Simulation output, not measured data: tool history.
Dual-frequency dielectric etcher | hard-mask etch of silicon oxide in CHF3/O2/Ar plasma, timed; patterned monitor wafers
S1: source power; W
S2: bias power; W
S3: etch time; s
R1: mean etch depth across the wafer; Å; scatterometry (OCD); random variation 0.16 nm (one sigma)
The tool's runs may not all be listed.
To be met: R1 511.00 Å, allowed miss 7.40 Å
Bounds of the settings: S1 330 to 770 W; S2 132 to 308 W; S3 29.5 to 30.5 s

run,day,S1,S2,S3,R1
1,0.000,550,220,29.5,605.57
2,0.088,510,216,29.5,584.76
3,0.446,440,216,29.5,560.78
4,0.742,440,216,29.5,557.96
5,0.983,440,216,30.5,578.95
6,1.275,440,178,30.5,546.01
7,1.371,420,177,30.5,536.42
8,1.717,410,176,30.5,531.98
9,2.075,400,176,30.5,527.32
10,2.162,390,176,30.5,522.78
11,2.492,390,176,30.5,523.15
12,2.733,380,176,30.5,520.05

Which of these 5 next moves meets every target?
A,2.975,470,132,29.5,?
B,2.975,330,220,30.5,?
C,2.975,340,182,29.5,?
D,2.975,430,161,29.5,?
E,2.975,370,162,29.5,?

move,R1
A,496.16
B,537.86
C,494.02
D,510.75
E,488.85
A: takes the result that was furthest off past its target
B: further off than the last run
C: takes the result that was furthest off past its target
D: meets every target
E: takes the result that was furthest off past its target
Move D is the one to make.
